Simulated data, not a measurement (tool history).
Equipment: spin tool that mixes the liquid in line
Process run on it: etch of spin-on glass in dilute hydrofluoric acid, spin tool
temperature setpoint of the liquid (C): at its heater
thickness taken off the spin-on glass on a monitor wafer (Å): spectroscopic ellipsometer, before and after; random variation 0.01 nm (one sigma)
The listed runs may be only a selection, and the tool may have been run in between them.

run  hour  temperature setpoint of the liquid (C)  parts of water to one part of 49 % hydrofluoric acid (parts by volume)  time under the liquid (s)  thickness taken off the spin-on glass on a monitor wafer (Å)
  1     0                                      22                                                                     160                         15                                                        33.429
  2   6.4                                      22                                                                     160                         15                                                        33.193
  3   9.1                                    23.5                                                                     160                         15                                                        35.439
  4   9.9                                      23                                                                     165                         15                                                        33.541
  5  11.4                                      23                                                                     165                         15                                                        33.602
  6  17.8                                    22.5                                                                     170                         15                                                        31.809
  7  20.2                                      22                                                                     175                         15                                                        29.899
  8    23                                    21.5                                                                     175                         15                                                        29.485

Estimate the outcome of run 9 from the log above:
  9  29.5                                      21                                                                     175                         15                                                             ?

For run 9 the tool returned thickness taken off the spin-on glass on a monitor wafer (Å) 28.743.
